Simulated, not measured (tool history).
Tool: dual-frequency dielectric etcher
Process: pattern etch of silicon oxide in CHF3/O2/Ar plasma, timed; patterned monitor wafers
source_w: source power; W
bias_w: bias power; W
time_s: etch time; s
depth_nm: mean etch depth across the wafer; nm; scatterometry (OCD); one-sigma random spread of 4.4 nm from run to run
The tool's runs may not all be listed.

run 1 hour=0.0 | source_w=480 bias_w=155 time_s=819.5 | depth_nm=1178.4
run 2 hour=5.6 | source_w=480 bias_w=155 time_s=853.5 | depth_nm=1229.0
run 3 hour=7.9 | source_w=520 bias_w=155 time_s=853.5 | depth_nm=1260.6
run 4 hour=9.4 | source_w=520 bias_w=177 time_s=853.5 | depth_nm=1341.0
run 5 hour=12.0 | source_w=520 bias_w=195 time_s=853.5 | depth_nm=1391.1
run 6 hour=19.1 | source_w=520 bias_w=195 time_s=853.5 | depth_nm=1389.0
run 7 hour=20.5 | source_w=450 bias_w=186 time_s=852.5 | depth_nm=1285.7
run 8 hour=26.7 | source_w=450 bias_w=186 time_s=852.5 | depth_nm=1279.3
run 9 hour=35.6 | source_w=400 bias_w=185 time_s=852.5 | depth_nm=1213.5

Run 10 has not been measured yet. What should we expect?
-- hour=39.7 wet clean of the chamber
run 10 hour=39.7 | source_w=370 bias_w=184 time_s=852.5 | depth_nm=?

{"run 10": {"depth_nm": 1208.8}}
